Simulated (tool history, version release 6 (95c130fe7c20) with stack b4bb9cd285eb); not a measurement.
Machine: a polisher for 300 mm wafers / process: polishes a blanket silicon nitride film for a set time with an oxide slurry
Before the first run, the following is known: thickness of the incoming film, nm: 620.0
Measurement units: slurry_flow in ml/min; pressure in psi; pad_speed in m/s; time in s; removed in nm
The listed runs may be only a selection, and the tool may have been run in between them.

run,hour,slurry_flow,pressure,pad_speed,slurry_solids,time,removed
1,0.0,280,3.8,0.98,1.0,35,21.575
2,5.6,280,3.7,0.98,1.0,35,20.230
3,13.3,280,3.7,0.98,1.0,30,17.691
4,19.8,280,3.4,0.98,1.0,30,16.473
5,23.7,280,3.5,0.98,1.0,30,16.890
6,25.3,280,3.6,0.98,1.0,30,17.306

Forecast run 7:
7,34.2,285,3.7,0.98,1.0,30,?

Run 7 measured removed 17.470 nm.
